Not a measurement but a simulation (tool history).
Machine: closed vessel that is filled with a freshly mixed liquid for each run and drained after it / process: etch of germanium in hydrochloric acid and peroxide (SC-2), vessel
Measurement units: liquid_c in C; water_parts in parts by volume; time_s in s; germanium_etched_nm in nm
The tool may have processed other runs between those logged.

run,hour,liquid_c,water_parts,time_s,germanium_etched_nm
1,0.0,64,6.0,35,246.23
2,2.4,64,6.0,30,210.60
3,3.9,64,4.5,30,213.76
4,7.1,64,4.5,30,215.90
5,16.0,64,4.5,30,212.26
6,21.3,63,4.5,30,209.23
7,28.9,62,4.5,30,203.89
8,35.3,61,4.5,30,197.14

Predict the results of run 9:
9,37.3,60,4.5,30,?

{"run 9": {"germanium_etched_nm": 191.61}}
